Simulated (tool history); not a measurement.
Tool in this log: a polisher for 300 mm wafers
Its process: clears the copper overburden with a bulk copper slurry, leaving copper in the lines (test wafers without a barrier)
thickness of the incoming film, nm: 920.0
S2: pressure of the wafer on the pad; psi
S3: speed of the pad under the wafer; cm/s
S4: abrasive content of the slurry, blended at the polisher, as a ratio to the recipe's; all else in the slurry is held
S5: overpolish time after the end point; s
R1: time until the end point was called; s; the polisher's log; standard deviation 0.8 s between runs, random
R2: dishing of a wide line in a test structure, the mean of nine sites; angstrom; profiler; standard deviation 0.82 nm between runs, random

Run 1, day 0.000: flow of slurry (ml/min) 230, S2 2.5 psi, S3 96 cm/s, S4 1.0, S5 8 s. Result: R1 116.780 s, R2 377.70 angstrom.
Run 2, day 0.112: flow of slurry (ml/min) 230, S2 2.5 psi, S3 96 cm/s, S4 0.9, S5 8 s. Result: R1 116.720 s, R2 351.40 angstrom.
Run 3, day 0.383: flow of slurry (ml/min) 230, S2 2.5 psi, S3 96 cm/s, S4 0.9, S5 6 s. Result: R1 118.500 s, R2 279.31 angstrom.
Run 4, day 0.483: flow of slurry (ml/min) 235, S2 2.7 psi, S3 96 cm/s, S4 0.9, S5 6 s. Result: R1 109.030 s, R2 302.66 angstrom.
Run 5, day 0.838: flow of slurry (ml/min) 240, S2 2.8 psi, S3 96 cm/s, S4 0.9, S5 6 s. Result: R1 105.600 s, R2 297.64 angstrom.
Run 6, day 0.942: flow of slurry (ml/min) 190, S2 2.8 psi, S3 96 cm/s, S4 0.9, S5 6 s. Result: R1 109.320 s, R2 303.50 angstrom.
Run 7, day 1.062: flow of slurry (ml/min) 205, S2 2.9 psi, S3 96 cm/s, S4 0.9, S5 6 s. Result: R1 104.850 s, R2 306.80 angstrom.
Run 8, day 1.254: flow of slurry (ml/min) 220, S2 3.0 psi, S3 96 cm/s, S4 0.9, S5 6 s. Result: R1 101.040 s, R2 310.67 angstrom.
Run 9, day 1.446: flow of slurry (ml/min) 230, S2 3.1 psi, S3 96 cm/s, S4 0.9, S5 6 s. Result: R1 97.703 s, R2 325.55 angstrom.

What does the tool deliver on the next run?
Run 10, day 1.804: flow of slurry (ml/min) 235, S2 3.2 psi, S3 96 cm/s, S4 0.9, S5 6 s. Result: R1 ?, R2 ?.

R1: 96.085 s
R2: 346.94 angstrom
